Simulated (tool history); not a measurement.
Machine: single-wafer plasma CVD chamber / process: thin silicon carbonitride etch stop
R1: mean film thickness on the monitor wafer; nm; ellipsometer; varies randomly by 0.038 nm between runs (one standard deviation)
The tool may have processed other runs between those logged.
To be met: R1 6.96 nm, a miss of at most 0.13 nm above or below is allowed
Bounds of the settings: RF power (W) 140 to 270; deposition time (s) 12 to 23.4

run 1 hour=0 | RF_power_(W)=205 deposition_time_(s)=17.7 | R1=9.0904
run 2 hour=5.2 | RF_power_(W)=175 deposition_time_(s)=17.7 | R1=8.6971
run 3 hour=13 | RF_power_(W)=170 deposition_time_(s)=17.3 | R1=8.5779
run 4 hour=15.6 | RF_power_(W)=170 deposition_time_(s)=15.5 | R1=7.6078
run 5 hour=24.1 | RF_power_(W)=170 deposition_time_(s)=13.1 | R1=6.4253
run 6 hour=26.7 | RF_power_(W)=175 deposition_time_(s)=13.2 | R1=6.5182
run 7 hour=32.3 | RF_power_(W)=180 deposition_time_(s)=13.3 | R1=6.5496
run 8 hour=35.8 | RF_power_(W)=180 deposition_time_(s)=13.3 | R1=6.5194
run 9 hour=39.9 | RF_power_(W)=180 deposition_time_(s)=13.4 | R1=6.6784
run 10 hour=43.7 | RF_power_(W)=190 deposition_time_(s)=13.6 | R1=6.8013

Below are 4 possible settings for the next run. Only one of them brings all results inside the allowed miss of their targets. Which is it?
run A hour=47.5 | RF_power_(W)=210 deposition_time_(s)=14.5 | R1=?
run B hour=47.5 | RF_power_(W)=200 deposition_time_(s)=14.4 | R1=?
run C hour=47.5 | RF_power_(W)=215 deposition_time_(s)=13.5 | R1=?
run D hour=47.5 | RF_power_(W)=185 deposition_time_(s)=13.3 | R1=?

move=A R1=7.4004
move=B R1=7.2789
move=C R1=6.9225
move=D R1=6.6224
A: the result that was furthest off in the last run now lies on the other side of its target
B: the result that was furthest off in the last run now lies on the other side of its target
C: all results in spec
D: moves away from the targets compared with the last run
So the answer is move C, the one that meets all the targets.

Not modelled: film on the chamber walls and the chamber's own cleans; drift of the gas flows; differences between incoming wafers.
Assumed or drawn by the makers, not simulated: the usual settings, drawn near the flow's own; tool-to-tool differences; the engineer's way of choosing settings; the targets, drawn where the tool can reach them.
